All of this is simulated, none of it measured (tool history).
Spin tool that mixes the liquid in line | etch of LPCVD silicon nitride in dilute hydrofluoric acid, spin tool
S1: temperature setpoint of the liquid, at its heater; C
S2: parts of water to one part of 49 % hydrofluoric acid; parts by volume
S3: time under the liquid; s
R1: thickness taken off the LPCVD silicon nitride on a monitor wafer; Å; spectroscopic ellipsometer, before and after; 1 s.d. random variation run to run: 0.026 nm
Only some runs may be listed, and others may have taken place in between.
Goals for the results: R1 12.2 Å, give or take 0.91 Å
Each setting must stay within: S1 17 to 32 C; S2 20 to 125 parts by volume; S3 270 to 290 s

run	day	S1	S2	S3	R1
1	0	24	70	270	21.244
2	0.262	22.5	75	270	17.812
3	0.4	21.5	75	270	16.602
4	0.583	21.5	75	290	18.038
5	0.904	20.5	75	290	16.952
6	0.962	19.5	75	290	16.028
7	1.054	19	75	290	15.561
8	1.392	18.5	75	290	15.088
9	1.675	18	75	290	14.092

Which of these 5 next moves meets every target?
A	1.958	17.5	75	290	?
B	1.958	20	85	285	?
C	1.958	17	60	275	?
D	1.958	17.5	60	280	?
E	1.958	19.5	90	275	?

move	R1
A	13.982
B	14.466
C	15.893
D	16.764
E	12.757
A: better than the last run, though not everything is in spec
B: moves away from the targets compared with the last run
C: moves away from the targets compared with the last run
D: moves away from the targets compared with the last run
E: every result lands within tolerance
Move E is the one to make.
